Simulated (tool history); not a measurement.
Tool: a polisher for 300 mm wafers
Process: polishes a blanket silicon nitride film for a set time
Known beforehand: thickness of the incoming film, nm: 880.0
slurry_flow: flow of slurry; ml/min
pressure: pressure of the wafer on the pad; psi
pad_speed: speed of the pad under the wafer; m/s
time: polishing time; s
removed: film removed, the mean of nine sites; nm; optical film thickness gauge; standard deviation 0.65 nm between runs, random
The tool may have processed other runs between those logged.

run,day,slurry_flow,pressure,pad_speed,time,removed
1,0.000,135,4.1,1.36,42,131.180
2,0.092,125,3.6,1.36,42,121.290
3,0.125,125,3.1,1.34,42,108.120
4,0.350,125,3.1,1.34,42,108.920
5,0.546,125,3.1,1.18,42,102.420
6,0.821,125,3.1,1.18,42,102.960
7,0.879,125,2.8,1.18,42,97.322

Run 8 has not been measured yet. What should we expect?
8,1.017,125,2.6,1.18,42,?

removed: 93.190 nm
